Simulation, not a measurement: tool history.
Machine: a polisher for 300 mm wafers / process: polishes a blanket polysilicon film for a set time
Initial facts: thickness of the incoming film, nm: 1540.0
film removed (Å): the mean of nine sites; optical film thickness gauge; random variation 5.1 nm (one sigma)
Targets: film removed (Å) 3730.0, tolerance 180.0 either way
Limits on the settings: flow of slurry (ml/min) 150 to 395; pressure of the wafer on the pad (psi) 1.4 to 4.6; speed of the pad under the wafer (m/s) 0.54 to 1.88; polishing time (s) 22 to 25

run	hour	flow of slurry (ml/min)	pressure of the wafer on the pad (psi)	speed of the pad under the wafer (m/s)	polishing time (s)	film removed (Å)
1	0.0	250	3.0	1.20	25	2764.5
2	6.3	315	3.0	1.20	25	2912.9
3	8.4	275	3.0	1.20	25	2859.8
4	16.5	275	3.4	1.20	25	3170.1
5	25.0	280	3.6	1.20	25	3292.4
6	26.8	250	3.6	1.20	25	3353.3
7	33.2	250	3.7	1.20	25	3451.7
8	36.0	250	3.8	1.20	25	3497.7

4 next moves are on the table. One of them brings every result within its allowed miss. Which?
A	38.8	200	4.2	1.16	22	?
B	38.8	250	4.2	1.34	25	?
C	38.8	230	4.4	1.08	25	?
D	38.8	250	4.4	1.28	25	?

move	film removed (Å)
A	3205.9
B	4217.6
C	3675.2
D	4252.3
A: further off than the last run
B: moves the result that the last run missed by most past its target, out the other side
C: all results land within tolerance of their targets
D: moves the result that the last run missed by most past its target, out the other side
Correct choice: C, which meets every target
